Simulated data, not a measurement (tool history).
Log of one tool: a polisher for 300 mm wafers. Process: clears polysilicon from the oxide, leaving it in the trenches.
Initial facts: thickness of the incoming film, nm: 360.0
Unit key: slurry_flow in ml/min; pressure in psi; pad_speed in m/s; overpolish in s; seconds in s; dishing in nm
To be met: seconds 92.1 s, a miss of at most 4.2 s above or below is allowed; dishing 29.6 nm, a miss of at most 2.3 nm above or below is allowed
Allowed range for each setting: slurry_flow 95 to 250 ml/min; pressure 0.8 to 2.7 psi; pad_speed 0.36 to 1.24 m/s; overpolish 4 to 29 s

run,hour,slurry_flow,pressure,pad_speed,overpolish,seconds,dishing
1,0,160,1.7,0.8,15,57.061,44.492
2,7.4,160,2.1,0.8,15,50.152,48.601
3,16.2,160,1.7,0.76,13,60.308,41.737
4,23.9,160,1.7,0.76,10,60.48,36.257
5,26.3,160,1.4,0.74,10,71.79,32.695
6,33.6,160,1.4,0.62,10,82.331,29.393
# hour 38.1: slurry nozzle cleaned
7,38.1,160,1.3,0.62,11,79.24,32.944
8,45.5,160,1.2,0.62,11,84.586,32.485
9,46.6,155,1.1,0.62,8,87.654,23.279
10,52.6,165,1.1,0.6,9,88.022,25.826

Which single option among these 5 for the next run brings every result within its allowed miss of target? Just one does.
A,58.6,145,1.1,0.66,13,?,?
B,58.6,200,1.4,0.54,12,?,?
C,58.6,100,1.3,0.6,11,?,?
D,58.6,170,1.4,0.52,8,?,?
E,58.6,190,0.8,0.64,7,?,?

move,seconds,dishing
A,83.584,34.362
B,84.816,32.406
C,91.653,29.079
D,90.077,23.407
E,95.1,20.233
A: takes the result that was furthest off past its target
B: takes the result that was furthest off past its target
C: all results land within tolerance of their targets
D: the biggest miss grows against the last run
E: the biggest miss grows against the last run
The right move is C.

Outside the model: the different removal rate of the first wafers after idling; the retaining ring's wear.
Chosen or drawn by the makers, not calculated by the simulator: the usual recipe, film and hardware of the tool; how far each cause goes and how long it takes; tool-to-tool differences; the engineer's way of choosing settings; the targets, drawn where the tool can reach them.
